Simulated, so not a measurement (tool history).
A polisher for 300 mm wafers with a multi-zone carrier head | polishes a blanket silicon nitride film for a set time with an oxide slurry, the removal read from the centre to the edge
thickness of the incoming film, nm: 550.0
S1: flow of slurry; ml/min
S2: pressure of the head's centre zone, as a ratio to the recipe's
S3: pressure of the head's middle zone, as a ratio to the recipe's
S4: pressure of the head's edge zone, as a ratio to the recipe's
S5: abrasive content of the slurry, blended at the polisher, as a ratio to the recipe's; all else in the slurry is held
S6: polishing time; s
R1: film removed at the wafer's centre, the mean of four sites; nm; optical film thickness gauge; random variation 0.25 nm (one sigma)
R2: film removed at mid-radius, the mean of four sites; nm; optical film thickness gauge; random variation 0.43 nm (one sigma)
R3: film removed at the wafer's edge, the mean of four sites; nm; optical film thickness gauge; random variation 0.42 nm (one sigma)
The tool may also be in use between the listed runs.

Run 1, day 0.000: S1 145 ml/min, S2 1.00, S3 1.00, S4 1.00, S5 1.00, S6 30 s. Result: R1 23.372 nm, R2 22.661 nm, R3 23.343 nm.
Run 2, day 0.242: S1 150 ml/min, S2 0.99, S3 1.02, S4 1.03, S5 1.10, S6 30 s. Result: R1 24.080 nm, R2 24.040 nm, R3 24.906 nm.
Run 3, day 0.358: S1 150 ml/min, S2 0.99, S3 1.02, S4 1.03, S5 1.10, S6 34 s. Result: R1 27.560 nm, R2 27.258 nm, R3 27.868 nm.
Run 4, day 0.454: S1 150 ml/min, S2 0.99, S3 1.09, S4 1.03, S5 1.10, S6 34 s. Result: R1 27.172 nm, R2 28.924 nm, R3 27.048 nm.
Run 5, day 0.725: S1 160 ml/min, S2 0.98, S3 1.09, S4 1.05, S5 1.15, S6 34 s. Result: R1 27.652 nm, R2 30.101 nm, R3 28.678 nm.
Run 6, day 1.021: S1 160 ml/min, S2 0.98, S3 1.09, S4 0.97, S5 1.15, S6 34 s. Result: R1 27.920 nm, R2 29.965 nm, R3 27.117 nm.
Run 7, day 1.342: S1 170 ml/min, S2 0.98, S3 1.09, S4 1.00, S5 1.20, S6 34 s. Result: R1 28.884 nm, R2 30.723 nm, R3 28.711 nm.
Run 8, day 1.504: S1 175 ml/min, S2 0.98, S3 1.09, S4 1.02, S5 1.20, S6 34 s. Result: R1 28.797 nm, R2 30.523 nm, R3 28.980 nm.

The next listed run, before its measurement:
Run 9, day 1.825: S1 175 ml/min, S2 0.98, S3 1.10, S4 1.04, S5 1.25, S6 34 s. Result: R1 ?, R2 ?, R3 ?.

R1: 29.496 nm
R2: 31.612 nm
R3: 30.214 nm
